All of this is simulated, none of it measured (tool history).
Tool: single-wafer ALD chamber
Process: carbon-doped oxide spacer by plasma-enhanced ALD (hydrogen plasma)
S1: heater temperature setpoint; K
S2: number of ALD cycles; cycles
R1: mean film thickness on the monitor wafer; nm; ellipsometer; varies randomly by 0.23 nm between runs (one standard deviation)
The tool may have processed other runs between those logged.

{"run": 1, "hour": 0.0, "S1": 678.15, "S2": 644, "R1": 31.914}
{"run": 2, "hour": 0.8, "S1": 673.15, "S2": 644, "R1": 32.38}
{"run": 3, "hour": 8.4, "S1": 667.15, "S2": 644, "R1": 32.302}
{"run": 4, "hour": 15.8, "S1": 671.15, "S2": 644, "R1": 32.311}
{"run": 5, "hour": 24.8, "S1": 666.15, "S2": 644, "R1": 32.642}
{"run": 6, "hour": 31.2, "S1": 662.15, "S2": 644, "R1": 32.571}

Predict the results of run 7:
{"run": 7, "hour": 38.0, "S1": 662.15, "S2": 670, "R1": "?"}

For run 7 the tool returned R1 33.719 nm.

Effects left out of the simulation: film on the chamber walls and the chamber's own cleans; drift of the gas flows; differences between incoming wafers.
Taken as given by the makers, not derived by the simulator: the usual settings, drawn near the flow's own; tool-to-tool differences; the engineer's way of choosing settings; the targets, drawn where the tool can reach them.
